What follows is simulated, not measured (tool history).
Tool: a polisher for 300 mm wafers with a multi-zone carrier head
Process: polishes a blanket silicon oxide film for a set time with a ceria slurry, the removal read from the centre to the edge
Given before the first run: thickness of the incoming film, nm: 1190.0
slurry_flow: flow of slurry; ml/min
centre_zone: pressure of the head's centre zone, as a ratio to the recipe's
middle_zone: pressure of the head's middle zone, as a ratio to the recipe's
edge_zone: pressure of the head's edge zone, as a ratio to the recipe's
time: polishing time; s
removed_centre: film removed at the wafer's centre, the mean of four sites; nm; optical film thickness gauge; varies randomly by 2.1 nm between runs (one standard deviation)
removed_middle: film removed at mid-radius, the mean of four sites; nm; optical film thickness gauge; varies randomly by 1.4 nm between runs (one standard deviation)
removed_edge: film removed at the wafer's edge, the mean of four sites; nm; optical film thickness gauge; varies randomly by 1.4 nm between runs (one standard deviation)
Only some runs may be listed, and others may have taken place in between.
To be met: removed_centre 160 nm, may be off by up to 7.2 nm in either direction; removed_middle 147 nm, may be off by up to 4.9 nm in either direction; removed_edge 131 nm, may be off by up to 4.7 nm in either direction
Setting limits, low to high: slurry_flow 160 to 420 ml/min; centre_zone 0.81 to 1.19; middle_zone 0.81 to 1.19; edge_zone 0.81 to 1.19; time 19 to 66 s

Run 1, hour 0: slurry_flow 270 ml/min, centre_zone 1, middle_zone 1, edge_zone 1, time 42 s. Result: removed_centre 169.3 nm, removed_middle 164.89 nm, removed_edge 172.45 nm.
Run 2, hour 4.8: slurry_flow 270 ml/min, centre_zone 1.01, middle_zone 1.01, edge_zone 0.98, time 41 s. Result: removed_centre 169.23 nm, removed_middle 162.89 nm, removed_edge 169.77 nm.
Run 3, hour 6.3: slurry_flow 275 ml/min, centre_zone 1.02, middle_zone 1.03, edge_zone 0.96, time 40 s. Result: removed_centre 168.19 nm, removed_middle 162.43 nm, removed_edge 158.45 nm.
Run 4, hour 8.4: slurry_flow 275 ml/min, centre_zone 1.02, middle_zone 1.03, edge_zone 0.94, time 40 s. Result: removed_centre 163.35 nm, removed_middle 160.87 nm, removed_edge 157.94 nm.
Run 5, hour 9.9: slurry_flow 275 ml/min, centre_zone 1.03, middle_zone 1.03, edge_zone 0.93, time 39 s. Result: removed_centre 164.62 nm, removed_middle 158.65 nm, removed_edge 156.32 nm.
Run 6, hour 11.6: slurry_flow 275 ml/min, centre_zone 1.03, middle_zone 1.03, edge_zone 0.9, time 39 s. Result: removed_centre 163.07 nm, removed_middle 157.41 nm, removed_edge 152.88 nm.
Run 7, hour 14.7: slurry_flow 275 ml/min, centre_zone 1.04, middle_zone 1.04, edge_zone 0.89, time 38 s. Result: removed_centre 158 nm, removed_middle 154.97 nm, removed_edge 146.29 nm.
Run 8, hour 18.3: slurry_flow 275 ml/min, centre_zone 1.05, middle_zone 1.04, edge_zone 0.88, time 38 s. Result: removed_centre 161.73 nm, removed_middle 156.06 nm, removed_edge 144.97 nm.
Run 9, hour 23: slurry_flow 275 ml/min, centre_zone 1.06, middle_zone 1.04, edge_zone 0.87, time 38 s. Result: removed_centre 160.07 nm, removed_middle 151.2 nm, removed_edge 143.65 nm.
Run 10, hour 24: slurry_flow 275 ml/min, centre_zone 1.07, middle_zone 1.05, edge_zone 0.86, time 38 s. Result: removed_centre 167.03 nm, removed_middle 152.23 nm, removed_edge 145.65 nm.
Run 11, hour 26.3: slurry_flow 275 ml/min, centre_zone 1.09, middle_zone 1.14, edge_zone 0.81, time 33 s. Result: removed_centre 146.03 nm, removed_middle 143.16 nm, removed_edge 120.84 nm.
At hour 28.2: worn pad replaced by a new one.
Run 12, hour 28.2: slurry_flow 280 ml/min, centre_zone 1.09, middle_zone 1.14, edge_zone 0.82, time 33 s. Result: removed_centre 160.59 nm, removed_middle 155.56 nm, removed_edge 136.57 nm.
Run 13, hour 29.5: slurry_flow 280 ml/min, centre_zone 1.09, middle_zone 1.14, edge_zone 0.82, time 33 s. Result: removed_centre 157.36 nm, removed_middle 156.28 nm, removed_edge 130.1 nm.
Run 14, hour 36.8: slurry_flow 265 ml/min, centre_zone 1.11, middle_zone 1.12, edge_zone 0.84, time 33 s. Result: removed_centre 155.83 nm, removed_middle 151.8 nm, removed_edge 132.26 nm.

4 candidate next runs follow, results not yet known. Just one meets every target within its allowed miss. Identify it.
Run A, hour 44.1: slurry_flow 235 ml/min, centre_zone 1.14, middle_zone 1.1, edge_zone 0.84, time 32 s. Result: removed_centre ?, removed_middle ?, removed_edge ?.
Run B, hour 44.1: slurry_flow 280 ml/min, centre_zone 1.07, middle_zone 1.16, edge_zone 0.84, time 31 s. Result: removed_centre ?, removed_middle ?, removed_edge ?.
Run C, hour 44.1: slurry_flow 245 ml/min, centre_zone 1.05, middle_zone 1.19, edge_zone 0.82, time 33 s. Result: removed_centre ?, removed_middle ?, removed_edge ?.
Run D, hour 44.1: slurry_flow 280 ml/min, centre_zone 1.01, middle_zone 1.17, edge_zone 0.82, time 35 s. Result: removed_centre ?, removed_middle ?, removed_edge ?.

move  removed_centre  removed_middle  removed_edge
   A          155.72          146.03        128.09
   B          144.46           149.8        125.73
   C          148.65           160.3        131.02
   D           153.9          170.25        140.43
A: every result within its allowed miss
B: brings the last run's worst result on target, with another outside its allowed miss
C: the biggest miss grows against the last run
D: the biggest miss grows against the last run
So the answer is move A, the one that meets all the targets.

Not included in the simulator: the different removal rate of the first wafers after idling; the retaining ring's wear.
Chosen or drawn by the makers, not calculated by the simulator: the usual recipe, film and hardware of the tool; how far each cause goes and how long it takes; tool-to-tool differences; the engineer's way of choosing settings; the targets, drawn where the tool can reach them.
